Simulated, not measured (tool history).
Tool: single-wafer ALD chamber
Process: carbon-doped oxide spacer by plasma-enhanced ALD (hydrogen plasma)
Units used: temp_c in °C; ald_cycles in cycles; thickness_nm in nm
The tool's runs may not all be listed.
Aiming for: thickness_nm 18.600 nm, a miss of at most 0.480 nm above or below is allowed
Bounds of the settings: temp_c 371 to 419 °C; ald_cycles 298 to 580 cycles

run 1 hour=0.0 | temp_c=395 ald_cycles=439 | thickness_nm=25.035
run 2 hour=2.9 | temp_c=386 ald_cycles=439 | thickness_nm=24.793
run 3 hour=5.7 | temp_c=386 ald_cycles=500 | thickness_nm=28.384
run 4 hour=10.4 | temp_c=381 ald_cycles=500 | thickness_nm=28.467
run 5 hour=20.1 | temp_c=381 ald_cycles=434 | thickness_nm=24.729
run 6 hour=22.9 | temp_c=381 ald_cycles=388 | thickness_nm=22.139
run 7 hour=31.4 | temp_c=381 ald_cycles=361 | thickness_nm=20.546
run 8 hour=35.5 | temp_c=381 ald_cycles=347 | thickness_nm=19.755
run 9 hour=41.7 | temp_c=381 ald_cycles=339 | thickness_nm=19.145

Next run, 4 choices. One meets every target within its allowed miss, the rest don't. Which?
run A hour=47.9 | temp_c=371 ald_cycles=350 | thickness_nm=?
run B hour=47.9 | temp_c=385 ald_cycles=328 | thickness_nm=?
run C hour=47.9 | temp_c=373 ald_cycles=342 | thickness_nm=?
run D hour=47.9 | temp_c=380 ald_cycles=341 | thickness_nm=?

move=A thickness_nm=19.936
move=B thickness_nm=18.683
move=C thickness_nm=19.480
move=D thickness_nm=19.424
A: the biggest miss grows against the last run
B: all results land within tolerance of their targets
C: the biggest miss grows against the last run
D: the biggest miss grows against the last run
Answer: B
